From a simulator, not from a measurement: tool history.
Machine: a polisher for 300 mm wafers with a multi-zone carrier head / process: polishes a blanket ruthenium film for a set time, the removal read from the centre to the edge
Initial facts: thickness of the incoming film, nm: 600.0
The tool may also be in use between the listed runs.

run,hour,flow of slurry (ml/min),pressure of the head's centre zone,pressure of the head's middle zone,pressure of the head's edge zone,polishing time (s),film removed at the wafer's centre (Å),film removed at mid-radius (Å),film removed at the wafer's edge (Å)
1,0,260,1,1,1,79,785.42,780.63,818.43
2,4.3,265,1.02,0.98,1.03,83,838.14,804.25,865.51
3,10.1,265,1.02,0.9,1.03,83,836.58,749.36,870.58
4,13.3,265,1.03,0.9,1.05,86,870.53,772.12,917.85
5,21.5,270,1.05,0.91,1.07,88,914.14,798.02,951
6,25.3,270,1.05,0.98,1.07,88,919.51,868.52,935.73
7,28.1,275,1.06,0.96,1.09,90,957.28,848.11,987.29

Predict the results of run 8:
8,33.1,285,1.07,0.97,1.11,91,?,?,?

Run 8 measured film removed at the wafer's centre (Å) 946.79, film removed at mid-radius (Å) 893.81, film removed at the wafer's edge (Å) 1009.4.

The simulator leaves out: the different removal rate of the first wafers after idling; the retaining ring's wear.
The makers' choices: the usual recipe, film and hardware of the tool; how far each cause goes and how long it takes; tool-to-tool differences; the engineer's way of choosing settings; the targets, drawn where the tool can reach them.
